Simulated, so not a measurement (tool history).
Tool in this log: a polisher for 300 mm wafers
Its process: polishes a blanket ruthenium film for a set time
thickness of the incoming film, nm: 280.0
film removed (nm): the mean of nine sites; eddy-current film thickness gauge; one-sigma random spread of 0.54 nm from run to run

run	hour	flow of slurry (ml/min)	pressure of the wafer on the pad (kPa)	speed of the pad under the wafer (cm/s)	polishing time (s)	film removed (nm)
1	0.0	200	10.3	112	51	46.363
2	7.4	205	11.0	112	51	49.432
3	10.0	205	11.7	112	51	52.317
4	11.3	160	11.7	112	51	51.092
5	18.8	160	11.7	112	51	49.895
6	22.1	120	11.7	112	51	47.197
7	30.3	140	11.7	112	51	49.159
8	31.5	140	11.7	112	51	49.154
9	34.3	155	11.7	112	51	50.771

What will run 10 give?
10	37.1	170	11.7	112	51	?

film removed (nm): 51.625
